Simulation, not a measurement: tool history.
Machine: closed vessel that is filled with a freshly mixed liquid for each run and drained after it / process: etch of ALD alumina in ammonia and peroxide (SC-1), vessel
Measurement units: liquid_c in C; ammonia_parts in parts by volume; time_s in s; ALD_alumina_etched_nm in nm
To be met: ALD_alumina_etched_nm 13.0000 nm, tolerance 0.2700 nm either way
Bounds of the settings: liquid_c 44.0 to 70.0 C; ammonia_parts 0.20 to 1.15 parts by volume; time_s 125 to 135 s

{"run": 1, "hour": 0.0, "liquid_c": 60.0, "ammonia_parts": 0.65, "time_s": 125, "ALD_alumina_etched_nm": 8.078}
{"run": 2, "hour": 7.8, "liquid_c": 60.0, "ammonia_parts": 0.5, "time_s": 125, "ALD_alumina_etched_nm": 7.8748}
{"run": 3, "hour": 12.1, "liquid_c": 60.0, "ammonia_parts": 0.5, "time_s": 135, "ALD_alumina_etched_nm": 8.499}
{"run": 4, "hour": 17.5, "liquid_c": 62.0, "ammonia_parts": 0.5, "time_s": 135, "ALD_alumina_etched_nm": 9.4355}
{"run": 5, "hour": 19.2, "liquid_c": 63.5, "ammonia_parts": 0.5, "time_s": 135, "ALD_alumina_etched_nm": 10.191}
{"run": 6, "hour": 22.4, "liquid_c": 63.5, "ammonia_parts": 0.5, "time_s": 135, "ALD_alumina_etched_nm": 10.292}
{"run": 7, "hour": 24.6, "liquid_c": 64.5, "ammonia_parts": 0.5, "time_s": 135, "ALD_alumina_etched_nm": 10.78}
{"run": 8, "hour": 25.6, "liquid_c": 65.5, "ammonia_parts": 0.5, "time_s": 135, "ALD_alumina_etched_nm": 11.307}
{"run": 9, "hour": 29.4, "liquid_c": 66.0, "ammonia_parts": 0.5, "time_s": 135, "ALD_alumina_etched_nm": 11.68}
{"run": 10, "hour": 32.9, "liquid_c": 66.0, "ammonia_parts": 0.5, "time_s": 135, "ALD_alumina_etched_nm": 11.664}

Below are 5 possible settings for the next run. Only one of them brings all results inside the allowed miss of their targets. Which is it?
{"run": "A", "hour": 36.4, "liquid_c": 64.0, "ammonia_parts": 0.6, "time_s": 135, "ALD_alumina_etched_nm": "?"}
{"run": "B", "hour": 36.4, "liquid_c": 67.0, "ammonia_parts": 0.55, "time_s": 135, "ALD_alumina_etched_nm": "?"}
{"run": "C", "hour": 36.4, "liquid_c": 69.5, "ammonia_parts": 0.45, "time_s": 135, "ALD_alumina_etched_nm": "?"}
{"run": "D", "hour": 36.4, "liquid_c": 69.5, "ammonia_parts": 0.65, "time_s": 130, "ALD_alumina_etched_nm": "?"}
{"run": "E", "hour": 36.4, "liquid_c": 70.0, "ammonia_parts": 0.45, "time_s": 125, "ALD_alumina_etched_nm": "?"}

move=A ALD_alumina_etched_nm=10.6710
move=B ALD_alumina_etched_nm=12.2970
move=C ALD_alumina_etched_nm=13.6420
move=D ALD_alumina_etched_nm=13.5990
move=E ALD_alumina_etched_nm=12.9420
A: further off than the last run
B: closes in on the targets versus the last run, not all within tolerance yet
C: pushes the last run's worst result past its target
D: pushes the last run's worst result past its target
E: hits every target within its allowed miss
The move that meets every target is E.
